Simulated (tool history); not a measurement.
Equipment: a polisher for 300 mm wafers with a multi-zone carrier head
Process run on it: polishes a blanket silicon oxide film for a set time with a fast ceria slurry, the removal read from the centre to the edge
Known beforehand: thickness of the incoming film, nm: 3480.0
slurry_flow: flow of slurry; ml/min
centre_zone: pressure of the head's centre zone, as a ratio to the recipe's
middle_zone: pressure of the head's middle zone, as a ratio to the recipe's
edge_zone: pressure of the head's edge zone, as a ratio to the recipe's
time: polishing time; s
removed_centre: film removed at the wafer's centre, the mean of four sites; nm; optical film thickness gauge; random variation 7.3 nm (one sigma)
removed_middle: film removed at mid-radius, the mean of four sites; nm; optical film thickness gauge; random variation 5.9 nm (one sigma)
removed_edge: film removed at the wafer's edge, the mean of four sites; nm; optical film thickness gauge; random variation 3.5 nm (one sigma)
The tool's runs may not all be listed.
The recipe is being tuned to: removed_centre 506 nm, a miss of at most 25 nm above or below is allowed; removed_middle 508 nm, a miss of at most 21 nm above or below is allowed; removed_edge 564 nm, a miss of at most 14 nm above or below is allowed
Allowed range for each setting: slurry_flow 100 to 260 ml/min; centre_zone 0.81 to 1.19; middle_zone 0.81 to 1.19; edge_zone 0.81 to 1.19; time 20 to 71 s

Run 1, hour 0: slurry_flow 165 ml/min, centre_zone 1, middle_zone 1, edge_zone 1, time 45 s. Result: removed_centre 410.11 nm, removed_middle 415.71 nm, removed_edge 425.44 nm.
Run 2, hour 4.2: slurry_flow 165 ml/min, centre_zone 1, middle_zone 1, edge_zone 1, time 39 s. Result: removed_centre 368.46 nm, removed_middle 359.06 nm, removed_edge 370.26 nm.
Run 3, hour 11.5: slurry_flow 165 ml/min, centre_zone 1, middle_zone 0.97, edge_zone 1, time 39 s. Result: removed_centre 365.3 nm, removed_middle 356.66 nm, removed_edge 365.57 nm.
Run 4, hour 17.5: slurry_flow 170 ml/min, centre_zone 1.01, middle_zone 0.99, edge_zone 1.05, time 42 s. Result: removed_centre 390.92 nm, removed_middle 390.86 nm, removed_edge 408.45 nm.
Run 5, hour 22.1: slurry_flow 175 ml/min, centre_zone 1.02, middle_zone 0.98, edge_zone 1.08, time 45 s. Result: removed_centre 422.98 nm, removed_middle 413.59 nm, removed_edge 446.52 nm.
Run 6, hour 28.7: slurry_flow 160 ml/min, centre_zone 1.02, middle_zone 0.98, edge_zone 1.08, time 45 s. Result: removed_centre 418.21 nm, removed_middle 420.77 nm, removed_edge 437.71 nm.
Run 7, hour 31.7: slurry_flow 175 ml/min, centre_zone 1.03, middle_zone 1, edge_zone 1.11, time 46 s. Result: removed_centre 435.24 nm, removed_middle 431.58 nm, removed_edge 459.71 nm.
Run 8, hour 39.4: slurry_flow 185 ml/min, centre_zone 1.03, middle_zone 1.01, edge_zone 1.13, time 48 s. Result: removed_centre 460.15 nm, removed_middle 458 nm, removed_edge 491.33 nm.
Run 9, hour 44.3: slurry_flow 195 ml/min, centre_zone 1.03, middle_zone 1.02, edge_zone 1.15, time 49 s. Result: removed_centre 470.02 nm, removed_middle 475.79 nm, removed_edge 507.52 nm.
Run 10, hour 46.1: slurry_flow 200 ml/min, centre_zone 1.03, middle_zone 1.01, edge_zone 1.16, time 50 s. Result: removed_centre 476.63 nm, removed_middle 490.81 nm, removed_edge 518.84 nm.
Run 11, hour 52.3: slurry_flow 195 ml/min, centre_zone 1.03, middle_zone 0.99, edge_zone 1.17, time 51 s. Result: removed_centre 504.33 nm, removed_middle 486.28 nm, removed_edge 528.66 nm.
Run 12, hour 57.5: slurry_flow 195 ml/min, centre_zone 1.01, middle_zone 0.98, edge_zone 1.18, time 52 s. Result: removed_centre 496.71 nm, removed_middle 488.83 nm, removed_edge 546.94 nm.
Run 13, hour 59.7: slurry_flow 200 ml/min, centre_zone 1.01, middle_zone 0.98, edge_zone 1.18, time 52 s. Result: removed_centre 493.68 nm, removed_middle 483.31 nm, removed_edge 537.98 nm.
Run 14, hour 66.7: slurry_flow 200 ml/min, centre_zone 1.01, middle_zone 0.98, edge_zone 1.18, time 52 s. Result: removed_centre 491.27 nm, removed_middle 496.64 nm, removed_edge 548.35 nm.
Run 15, hour 74.2: slurry_flow 205 ml/min, centre_zone 1.01, middle_zone 0.98, edge_zone 1.18, time 52 s. Result: removed_centre 500.01 nm, removed_middle 491.49 nm, removed_edge 548.66 nm.
Run 16, hour 74.8: slurry_flow 210 ml/min, centre_zone 1.01, middle_zone 0.98, edge_zone 1.18, time 52 s. Result: removed_centre 501.93 nm, removed_middle 490.07 nm, removed_edge 548.46 nm.
Run 17, hour 75.3: slurry_flow 210 ml/min, centre_zone 1.01, middle_zone 0.98, edge_zone 1.18, time 52 s. Result: removed_centre 508.28 nm, removed_middle 494.2 nm, removed_edge 548.99 nm.
Run 18, hour 77.4: slurry_flow 210 ml/min, centre_zone 1, middle_zone 0.98, edge_zone 1.18, time 52 s. Result: removed_centre 494.56 nm, removed_middle 494.62 nm, removed_edge 541.63 nm.
Run 19, hour 86.1: slurry_flow 210 ml/min, centre_zone 1, middle_zone 0.98, edge_zone 1.18, time 52 s. Result: removed_centre 498.85 nm, removed_middle 494.15 nm, removed_edge 546.9 nm.

Which single option among these 5 for the next run brings every result within its allowed miss of target? Just one does.
Run A, hour 94.8: slurry_flow 260 ml/min, centre_zone 1.04, middle_zone 1.01, edge_zone 1.12, time 49 s. Result: removed_centre ?, removed_middle ?, removed_edge ?.
Run B, hour 94.8: slurry_flow 215 ml/min, centre_zone 0.96, middle_zone 0.91, edge_zone 1.19, time 52 s. Result: removed_centre ?, removed_middle ?, removed_edge ?.
Run C, hour 94.8: slurry_flow 235 ml/min, centre_zone 0.94, middle_zone 0.93, edge_zone 1.11, time 54 s. Result: removed_centre ?, removed_middle ?, removed_edge ?.
Run D, hour 94.8: slurry_flow 215 ml/min, centre_zone 1.1, middle_zone 1.03, edge_zone 1.19, time 49 s. Result: removed_centre ?, removed_middle ?, removed_edge ?.
Run E, hour 94.8: slurry_flow 200 ml/min, centre_zone 1.05, middle_zone 0.91, edge_zone 1.19, time 49 s. Result: removed_centre ?, removed_middle ?, removed_edge ?.

move  removed_centre  removed_middle  removed_edge
   A          501.71          494.75        512.98
   B          478.05          475.83        552.41
   C          492.46          507.85        558.15
   D          517.07          489.91        519.82
   E          487.38          443.56        516.54
A: further off than the last run
B: brings the last run's worst result on target, with another outside its allowed miss
C: in spec on every target
D: further off than the last run
E: further off than the last run
Move C is the one to make.

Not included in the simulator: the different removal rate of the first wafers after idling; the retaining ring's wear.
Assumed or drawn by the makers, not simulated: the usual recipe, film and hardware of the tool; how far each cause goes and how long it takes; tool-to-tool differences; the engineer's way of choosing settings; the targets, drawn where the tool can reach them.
